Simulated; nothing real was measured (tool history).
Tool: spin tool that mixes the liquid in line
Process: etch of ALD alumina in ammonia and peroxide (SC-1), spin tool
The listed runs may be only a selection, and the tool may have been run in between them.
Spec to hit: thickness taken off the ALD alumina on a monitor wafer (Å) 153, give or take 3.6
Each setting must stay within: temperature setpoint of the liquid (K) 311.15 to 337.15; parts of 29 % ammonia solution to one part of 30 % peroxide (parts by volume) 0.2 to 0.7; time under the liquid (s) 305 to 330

run	day	temperature setpoint of the liquid (K)	parts of 29 % ammonia solution to one part of 30 % peroxide (parts by volume)	time under the liquid (s)	thickness taken off the ALD alumina on a monitor wafer (Å)
1	0	321.15	0.4	305	120.59
2	0.304	324.65	0.4	305	147.3
3	0.412	324.65	0.4	305	148.32
4	0.683	327.15	0.4	305	169.29
5	0.708	327.15	0.45	305	170.54
6	0.883	327.15	0.45	330	186.43
7	1.25	327.15	0.45	330	185.16
8	1.588	326.65	0.45	330	180.19
9	1.883	326.15	0.45	330	175.34
10	1.95	325.65	0.45	330	170.63
11	2.071	325.15	0.45	330	165.38
12	2.221	324.15	0.45	330	156.05

Below are 4 possible settings for the next run. Only one of them brings all results inside the allowed miss of their targets. Which is it?
A	2.371	324.15	0.35	330	?
B	2.371	326.15	0.25	325	?
C	2.371	326.15	0.5	305	?
D	2.371	324.65	0.4	330	?

move	thickness taken off the ALD alumina on a monitor wafer (Å)
A	153.78
B	163.5
C	163.89
D	160.05
A: all results in spec
B: the biggest miss grows against the last run
C: the biggest miss grows against the last run
D: the biggest miss grows against the last run
Go with A: it meets all targets.
